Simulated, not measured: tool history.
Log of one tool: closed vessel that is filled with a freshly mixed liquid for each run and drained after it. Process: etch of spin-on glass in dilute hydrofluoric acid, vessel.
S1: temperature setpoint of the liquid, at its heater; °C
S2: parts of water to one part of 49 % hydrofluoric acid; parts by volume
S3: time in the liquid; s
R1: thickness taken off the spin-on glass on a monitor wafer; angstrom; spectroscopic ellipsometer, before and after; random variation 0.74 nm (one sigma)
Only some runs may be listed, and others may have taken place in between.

| run | hour | S1 | S2 | S3 | R1 |
|---|---|---|---|---|---|
| 1 | 0 | 23 | 85 | 210 | 912.47 |
| 2 | 7 | 23 | 110 | 210 | 685.2 |
| 3 | 13.3 | 23 | 110 | 210 | 688.61 |
| 4 | 22.6 | 23 | 110 | 210 | 685.56 |
| 5 | 29 | 24 | 100 | 210 | 796.48 |
| 6 | 36.7 | 24 | 120 | 210 | 647.32 |
| 7 | 41.3 | 25 | 110 | 210 | 742.1 |
| 8 | 50.6 | 26 | 100 | 210 | 858.96 |
| 9 | 54.8 | 26.5 | 90 | 210 | 987.37 |

What does the tool deliver on the next run?
| 10 | 62 | 27 | 80 | 210 | ? |

Run 10 yielded R1 1142.2 angstrom.
